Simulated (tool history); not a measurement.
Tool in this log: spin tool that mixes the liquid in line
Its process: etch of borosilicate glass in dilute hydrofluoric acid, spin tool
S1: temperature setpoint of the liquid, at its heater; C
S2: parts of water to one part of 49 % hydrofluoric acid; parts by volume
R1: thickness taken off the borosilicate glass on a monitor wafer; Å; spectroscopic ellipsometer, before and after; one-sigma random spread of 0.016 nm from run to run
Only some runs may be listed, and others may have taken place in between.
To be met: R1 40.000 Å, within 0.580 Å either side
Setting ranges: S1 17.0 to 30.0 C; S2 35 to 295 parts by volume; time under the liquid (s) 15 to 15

{"run": 1, "hour": 0.0, "S1": 22.0, "S2": 165, "time under the liquid (s)": 15, "R1": 25.55}
{"run": 2, "hour": 3.5, "S1": 23.5, "S2": 160, "time under the liquid (s)": 15, "R1": 28.072}
{"run": 3, "hour": 7.2, "S1": 22.0, "S2": 160, "time under the liquid (s)": 15, "R1": 26.623}
{"run": 4, "hour": 11.3, "S1": 22.0, "S2": 160, "time under the liquid (s)": 15, "R1": 26.716}
{"run": 5, "hour": 13.8, "S1": 22.0, "S2": 210, "time under the liquid (s)": 15, "R1": 19.144}
{"run": 6, "hour": 16.3, "S1": 23.5, "S2": 195, "time under the liquid (s)": 15, "R1": 22.084}
{"run": 7, "hour": 17.3, "S1": 25.0, "S2": 185, "time under the liquid (s)": 15, "R1": 25.023}
{"run": 8, "hour": 20.5, "S1": 26.0, "S2": 175, "time under the liquid (s)": 15, "R1": 27.724}
{"run": 9, "hour": 29.3, "S1": 27.0, "S2": 170, "time under the liquid (s)": 15, "R1": 30.037}
{"run": 10, "hour": 35.3, "S1": 27.5, "S2": 165, "time under the liquid (s)": 15, "R1": 31.644}

Consider the 4 candidate settings below. Which is the only one whose results all fall within their allowed miss of target?
{"run": "A", "hour": 41.3, "S1": 29.5, "S2": 150, "time under the liquid (s)": 15, "R1": "?"}
{"run": "B", "hour": 41.3, "S1": 26.5, "S2": 135, "time under the liquid (s)": 15, "R1": "?"}
{"run": "C", "hour": 41.3, "S1": 27.5, "S2": 135, "time under the liquid (s)": 15, "R1": "?"}
{"run": "D", "hour": 41.3, "S1": 26.5, "S2": 125, "time under the liquid (s)": 15, "R1": "?"}

move=A R1=38.226
move=B R1=38.750
move=C R1=40.231
move=D R1=42.374
A: closes in on the targets versus the last run, not all within tolerance yet
B: closes in on the targets versus the last run, not all within tolerance yet
C: hits every target within its allowed miss
D: pushes the last run's worst result past its target
The move that meets every target is C.
